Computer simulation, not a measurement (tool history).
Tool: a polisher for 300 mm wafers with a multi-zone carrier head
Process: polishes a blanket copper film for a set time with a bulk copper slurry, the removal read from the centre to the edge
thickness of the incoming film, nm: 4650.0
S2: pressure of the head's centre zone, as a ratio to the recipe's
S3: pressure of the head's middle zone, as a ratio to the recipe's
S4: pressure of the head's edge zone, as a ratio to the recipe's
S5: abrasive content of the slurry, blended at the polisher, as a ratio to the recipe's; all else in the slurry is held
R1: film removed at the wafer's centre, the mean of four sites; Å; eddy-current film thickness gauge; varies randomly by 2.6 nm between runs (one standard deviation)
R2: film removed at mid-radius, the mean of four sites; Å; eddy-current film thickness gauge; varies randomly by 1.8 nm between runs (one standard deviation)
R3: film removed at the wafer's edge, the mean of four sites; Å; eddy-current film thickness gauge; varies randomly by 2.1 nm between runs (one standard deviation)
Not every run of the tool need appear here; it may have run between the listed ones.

Run 1, day 0: flow of slurry (ml/min) 205, S2 1, S3 1, S4 1, S5 1, polishing time (s) 43. Result: R1 2764.4 Å, R2 2661.4 Å, R3 2754.9 Å.
Run 2, day 0.121: flow of slurry (ml/min) 205, S2 1, S3 1, S4 1, S5 1, polishing time (s) 49. Result: R1 3117.5 Å, R2 3062.5 Å, R3 3077.9 Å.
Run 3, day 0.412: flow of slurry (ml/min) 205, S2 1, S3 1, S4 1, S5 1, polishing time (s) 53. Result: R1 3440.4 Å, R2 3331.3 Å, R3 3356.4 Å.
Run 4, day 0.696: flow of slurry (ml/min) 205, S2 1, S3 1.04, S4 1, S5 1, polishing time (s) 53. Result: R1 3365.1 Å, R2 3398.8 Å, R3 3351.1 Å.
Run 5, day 1.058: flow of slurry (ml/min) 200, S2 1, S3 1.02, S4 0.98, S5 0.9, polishing time (s) 49. Result: R1 3027.6 Å, R2 2998 Å, R3 2956.8 Å.
Run 6, day 1.246: flow of slurry (ml/min) 200, S2 1, S3 0.94, S4 0.98, S5 0.9, polishing time (s) 49. Result: R1 3030.4 Å, R2 2811.5 Å, R3 3026.1 Å.
Run 7, day 1.479: flow of slurry (ml/min) 200, S2 1.01, S3 0.95, S4 0.96, S5 0.85, polishing time (s) 46. Result: R1 2895.1 Å, R2 2693.4 Å, R3 2739.5 Å.
Run 8, day 1.65: flow of slurry (ml/min) 195, S2 1, S3 0.93, S4 0.94, S5 0.8, polishing time (s) 44. Result: R1 2641.8 Å, R2 2428.3 Å, R3 2566.9 Å.
Run 9, day 1.683: flow of slurry (ml/min) 195, S2 1, S3 0.93, S4 0.92, S5 0.75, polishing time (s) 42. Result: R1 2600.6 Å, R2 2317.8 Å, R3 2375.3 Å.
Run 10, day 2.025: flow of slurry (ml/min) 190, S2 0.98, S3 0.93, S4 0.91, S5 0.7, polishing time (s) 41. Result: R1 2348.7 Å, R2 2230.2 Å, R3 2258.1 Å.
Run 11, day 2.308: flow of slurry (ml/min) 185, S2 0.98, S3 0.92, S4 0.9, S5 0.65, polishing time (s) 40. Result: R1 2237.9 Å, R2 2070.9 Å, R3 2183.6 Å.
Run 12, day 2.421: flow of slurry (ml/min) 180, S2 0.98, S3 0.92, S4 0.89, S5 0.6, polishing time (s) 40. Result: R1 2249 Å, R2 2053.9 Å, R3 2138.7 Å.
Run 13, day 2.625: flow of slurry (ml/min) 180, S2 0.98, S3 0.92, S4 0.88, S5 0.6, polishing time (s) 40. Result: R1 2215.2 Å, R2 2044.1 Å, R3 2133.7 Å.
Run 14, day 2.712: flow of slurry (ml/min) 180, S2 0.98, S3 0.92, S4 0.87, S5 0.6, polishing time (s) 39. Result: R1 2168.5 Å, R2 1988.9 Å, R3 2054.7 Å.

Run 15, settings as shown, results not yet in. Your forecast:
Run 15, day 2.962: flow of slurry (ml/min) 175, S2 0.98, S3 0.92, S4 0.86, S5 0.6, polishing time (s) 39. Result: R1 ?, R2 ?, R3 ?.

{"run 15": {"R1": 2113.3, "R2": 1979, "R3": 2008.2}}

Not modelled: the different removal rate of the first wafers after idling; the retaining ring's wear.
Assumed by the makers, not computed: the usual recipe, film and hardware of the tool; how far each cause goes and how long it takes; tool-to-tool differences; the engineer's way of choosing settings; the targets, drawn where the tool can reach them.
